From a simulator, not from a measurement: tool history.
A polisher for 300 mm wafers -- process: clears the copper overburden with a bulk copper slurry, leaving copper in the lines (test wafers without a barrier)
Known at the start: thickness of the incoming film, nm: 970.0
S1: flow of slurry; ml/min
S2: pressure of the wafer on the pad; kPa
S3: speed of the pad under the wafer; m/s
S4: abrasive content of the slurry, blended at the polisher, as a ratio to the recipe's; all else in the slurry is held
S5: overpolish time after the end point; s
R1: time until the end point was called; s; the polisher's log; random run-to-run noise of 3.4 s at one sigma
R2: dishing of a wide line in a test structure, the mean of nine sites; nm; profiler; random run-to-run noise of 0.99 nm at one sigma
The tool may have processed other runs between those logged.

run 1 hour=0.0 | S1=285 S2=24.1 S3=0.90 S4=1.00 S5=22 | R1=102.410 R2=74.154
run 2 hour=2.8 | S1=315 S2=24.1 S3=0.90 S4=1.00 S5=22 | R1=103.700 R2=72.132
run 3 hour=6.8 | S1=315 S2=24.1 S3=0.98 S4=1.00 S5=22 | R1=96.984 R2=73.146
run 4 hour=13.5 | S1=315 S2=24.1 S3=0.86 S4=1.00 S5=22 | R1=112.150 R2=71.085
run 5 hour=14.1 | S1=315 S2=24.1 S3=0.86 S4=0.80 S5=22 | R1=113.170 R2=68.544
run 6 hour=18.5 | S1=305 S2=21.4 S3=0.84 S4=0.85 S5=26 | R1=131.170 R2=70.062
run 7 hour=19.2 | S1=300 S2=15.2 S3=0.80 S4=0.85 S5=32 | R1=190.740 R2=65.082

For run 8, what comes out?
run 8 hour=20.4 | S1=300 S2=15.9 S3=0.80 S4=0.85 S5=33 | R1=? R2=?

Run 8 measured R1 184.230 s, R2 65.415 nm.
